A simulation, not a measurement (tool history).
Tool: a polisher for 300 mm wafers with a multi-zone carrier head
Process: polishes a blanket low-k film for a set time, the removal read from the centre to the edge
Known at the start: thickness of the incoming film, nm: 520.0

| run | hour | flow of slurry (ml/min) | pressure of the head's centre zone | pressure of the head's middle zone | pressure of the head's edge zone | abrasive content of the slurry | polishing time (s) | film removed at the wafer's centre (Å) | film removed at mid-radius (Å) | film removed at the wafer's edge (Å) |
|---|---|---|---|---|---|---|---|---|---|---|
| 1 | 0.0 | 170 | 1.00 | 1.00 | 1.00 | 1.00 | 51 | 309.77 | 306.11 | 300.71 |
| 2 | 7.7 | 170 | 1.01 | 0.99 | 0.98 | 0.90 | 49 | 290.74 | 269.69 | 278.12 |
| 3 | 10.2 | 170 | 1.01 | 0.99 | 1.06 | 0.90 | 49 | 283.50 | 266.09 | 279.31 |
| 4 | 16.9 | 170 | 1.01 | 0.99 | 1.06 | 0.90 | 43 | 251.51 | 237.04 | 249.37 |
| 5 | 20.0 | 170 | 1.01 | 1.05 | 1.06 | 0.90 | 43 | 252.44 | 251.06 | 252.38 |
| 6 | 26.8 | 170 | 1.01 | 1.05 | 1.06 | 0.90 | 38 | 220.79 | 224.20 | 224.47 |
| 7 | 29.9 | 170 | 1.02 | 1.05 | 1.04 | 0.85 | 38 | 215.24 | 216.29 | 212.29 |
| 8 | 34.6 | 165 | 1.03 | 1.04 | 1.03 | 0.85 | 38 | 219.24 | 215.24 | 210.95 |

Run 9 comes next. What will it give?
| 9 | 38.3 | 165 | 1.03 | 1.04 | 1.03 | 0.85 | 38 | ? | ? | ? |

{"run 9": {"film removed at the wafer's centre (Å)": 223.05, "film removed at mid-radius (Å)": 207.89, "film removed at the wafer's edge (Å)": 210.15}}

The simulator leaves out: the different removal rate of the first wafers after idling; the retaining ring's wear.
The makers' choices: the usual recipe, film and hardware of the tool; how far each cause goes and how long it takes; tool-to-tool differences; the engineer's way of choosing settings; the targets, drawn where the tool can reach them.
